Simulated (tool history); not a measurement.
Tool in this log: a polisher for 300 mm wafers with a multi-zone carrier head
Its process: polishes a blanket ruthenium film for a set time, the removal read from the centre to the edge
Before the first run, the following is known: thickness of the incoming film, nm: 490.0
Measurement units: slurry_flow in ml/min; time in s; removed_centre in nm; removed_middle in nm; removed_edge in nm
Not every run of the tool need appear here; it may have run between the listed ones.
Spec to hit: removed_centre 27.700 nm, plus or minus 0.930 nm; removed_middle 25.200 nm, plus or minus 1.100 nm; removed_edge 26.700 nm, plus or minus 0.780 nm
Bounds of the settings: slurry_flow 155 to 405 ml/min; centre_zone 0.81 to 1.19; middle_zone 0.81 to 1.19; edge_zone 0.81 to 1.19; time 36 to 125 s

{"run": 1, "hour": 0.0, "slurry_flow": 260, "centre_zone": 1.0, "middle_zone": 1.0, "edge_zone": 1.0, "time": 80, "removed_centre": 44.829, "removed_middle": 45.456, "removed_edge": 44.671}
{"run": 2, "hour": 1.5, "slurry_flow": 255, "centre_zone": 1.0, "middle_zone": 0.97, "edge_zone": 0.98, "time": 73, "removed_centre": 41.367, "removed_middle": 41.471, "removed_edge": 39.928}
{"run": 3, "hour": 10.3, "slurry_flow": 255, "centre_zone": 1.0, "middle_zone": 1.04, "edge_zone": 0.98, "time": 73, "removed_centre": 40.208, "removed_middle": 44.502, "removed_edge": 40.415}
{"run": 4, "hour": 16.6, "slurry_flow": 255, "centre_zone": 1.08, "middle_zone": 1.04, "edge_zone": 0.98, "time": 73, "removed_centre": 44.366, "removed_middle": 44.345, "removed_edge": 40.656}
{"run": 5, "hour": 22.1, "slurry_flow": 255, "centre_zone": 0.99, "middle_zone": 1.04, "edge_zone": 0.98, "time": 73, "removed_centre": 40.384, "removed_middle": 44.236, "removed_edge": 40.32}
{"run": 6, "hour": 22.7, "slurry_flow": 255, "centre_zone": 1.05, "middle_zone": 1.04, "edge_zone": 0.98, "time": 73, "removed_centre": 42.755, "removed_middle": 43.977, "removed_edge": 40.694}
{"hour": 24.7, "done": "edge zone pressure recalibrated"}
{"run": 7, "hour": 24.7, "slurry_flow": 250, "centre_zone": 1.03, "middle_zone": 1.0, "edge_zone": 0.98, "time": 67, "removed_centre": 38.305, "removed_middle": 39.504, "removed_edge": 38.24}
{"run": 8, "hour": 30.4, "slurry_flow": 255, "centre_zone": 1.04, "middle_zone": 0.97, "edge_zone": 0.96, "time": 62, "removed_centre": 35.725, "removed_middle": 34.58, "removed_edge": 34.723}
{"run": 9, "hour": 34.5, "slurry_flow": 255, "centre_zone": 1.03, "middle_zone": 0.95, "edge_zone": 0.94, "time": 59, "removed_centre": 33.833, "removed_middle": 33.165, "removed_edge": 32.774}
{"run": 10, "hour": 39.2, "slurry_flow": 255, "centre_zone": 1.02, "middle_zone": 0.93, "edge_zone": 0.93, "time": 57, "removed_centre": 32.212, "removed_middle": 31.606, "removed_edge": 31.957}
{"run": 11, "hour": 40.5, "slurry_flow": 255, "centre_zone": 1.02, "middle_zone": 0.91, "edge_zone": 0.91, "time": 55, "removed_centre": 30.843, "removed_middle": 28.781, "removed_edge": 30.584}

Next run, 4 choices. One meets every target within its allowed miss, the rest don't. Which?
{"run": "A", "hour": 41.8, "slurry_flow": 255, "centre_zone": 1.02, "middle_zone": 0.87, "edge_zone": 0.89, "time": 49, "removed_centre": "?", "removed_middle": "?", "removed_edge": "?"}
{"run": "B", "hour": 41.8, "slurry_flow": 335, "centre_zone": 0.97, "middle_zone": 1.09, "edge_zone": 0.93, "time": 49, "removed_centre": "?", "removed_middle": "?", "removed_edge": "?"}
{"run": "C", "hour": 41.8, "slurry_flow": 225, "centre_zone": 1.08, "middle_zone": 1.07, "edge_zone": 0.87, "time": 53, "removed_centre": "?", "removed_middle": "?", "removed_edge": "?"}
{"run": "D", "hour": 41.8, "slurry_flow": 215, "centre_zone": 1.06, "middle_zone": 0.98, "edge_zone": 0.93, "time": 61, "removed_centre": "?", "removed_middle": "?", "removed_edge": "?"}

move=A removed_centre=28.202 removed_middle=25.467 removed_edge=26.900
move=B removed_centre=27.778 removed_middle=31.706 removed_edge=27.989
move=C removed_centre=31.704 removed_middle=32.210 removed_edge=28.356
move=D removed_centre=35.534 removed_middle=34.179 removed_edge=33.520
A: every result lands within tolerance
B: further off than the last run
C: further off than the last run
D: further off than the last run
A is the move that brings every result within its allowed miss.
